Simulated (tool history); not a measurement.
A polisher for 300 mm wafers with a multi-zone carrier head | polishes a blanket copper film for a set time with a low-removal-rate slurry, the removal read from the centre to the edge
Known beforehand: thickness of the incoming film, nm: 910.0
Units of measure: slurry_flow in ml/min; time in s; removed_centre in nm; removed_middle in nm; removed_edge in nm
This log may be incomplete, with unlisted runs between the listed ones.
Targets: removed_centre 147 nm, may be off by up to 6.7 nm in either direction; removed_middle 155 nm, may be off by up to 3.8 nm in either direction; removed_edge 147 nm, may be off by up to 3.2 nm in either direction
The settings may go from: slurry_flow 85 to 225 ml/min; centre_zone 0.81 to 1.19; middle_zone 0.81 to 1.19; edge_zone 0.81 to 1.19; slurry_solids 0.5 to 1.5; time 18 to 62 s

run	day	slurry_flow	centre_zone	middle_zone	edge_zone	slurry_solids	time	removed_centre	removed_middle	removed_edge
1	0	145	1	1	1	1	40	165.73	166.64	164.5
2	0.271	110	1	1	1	1	40	157.48	159.76	158.72
3	0.646	110	1	1.08	1	1	40	156.13	173.24	156.84
4	0.679	110	1	1.08	0.95	1	40	154.29	170.33	155.56
5	0.725	105	1	1.07	0.94	1	40	157.16	168.3	154.45
6	0.9	105	1	1.07	1.03	1	40	155.73	168.97	157.06
7	0.954	100	1	1.07	1.02	0.95	40	150.18	163.7	155.37
8	1.025	100	1.01	1.07	1	0.95	40	153.85	166.57	153.87
9	1.317	100	1.01	1.06	0.99	0.95	40	151.72	163.63	154.8
10	1.6	100	1.02	1.06	0.97	0.95	40	158.97	164.75	154.57
11	1.7	100	1.01	1.06	0.96	0.9	40	148.84	161.37	150.94
12	1.858	100	1.01	1.06	0.95	0.9	40	151.23	160.18	150.44
13	2.108	100	1.01	1.06	0.94	0.9	40	150.58	160.2	148.81

Which of these 5 next moves meets every target?
A	2.358	110	1	1.1	0.86	0.85	40	?	?	?
B	2.358	110	1.1	1	0.93	0.85	40	?	?	?
C	2.358	95	1	1.17	0.95	0.8	39	?	?	?
D	2.358	105	1.05	1.1	0.93	1	38	?	?	?
E	2.358	115	1.02	1.05	1	0.6	42	?	?	?

move	removed_centre	removed_middle	removed_edge
A	149.02	167.09	145.58
B	163.92	153.99	149.12
C	138.25	164.08	140.79
D	153.26	163.76	146.43
E	147.39	155.52	147.21
A: misses by more than the last run did
B: puts the biggest miss on target and leaves a different result outside tolerance
C: misses by more than the last run did
D: misses by more than the last run did
E: every result within its allowed miss
Move E is the one to make.
